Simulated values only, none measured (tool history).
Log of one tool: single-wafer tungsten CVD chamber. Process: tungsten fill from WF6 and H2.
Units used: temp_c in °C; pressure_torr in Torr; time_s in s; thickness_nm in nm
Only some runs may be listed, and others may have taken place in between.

run 1 day=0 | temp_c=395 pressure_torr=42.4 time_s=20.1 | thickness_nm=68.964
run 2 day=0.362 | temp_c=388 pressure_torr=42.4 time_s=20.1 | thickness_nm=59.026
run 3 day=0.512 | temp_c=388 pressure_torr=49.5 time_s=20.1 | thickness_nm=62.644
run 4 day=0.688 | temp_c=393 pressure_torr=49.5 time_s=20.1 | thickness_nm=70.243
run 5 day=1.058 | temp_c=389 pressure_torr=49.5 time_s=20.1 | thickness_nm=64.418
run 6 day=1.275 | temp_c=387 pressure_torr=49.4 time_s=20.1 | thickness_nm=61.491
run 7 day=1.4 | temp_c=386 pressure_torr=49.4 time_s=20.1 | thickness_nm=60.139

Expected results for the next run?
run 8 day=1.488 | temp_c=385 pressure_torr=49.4 time_s=20.1 | thickness_nm=?

{"run 8": {"thickness_nm": 59.212}}
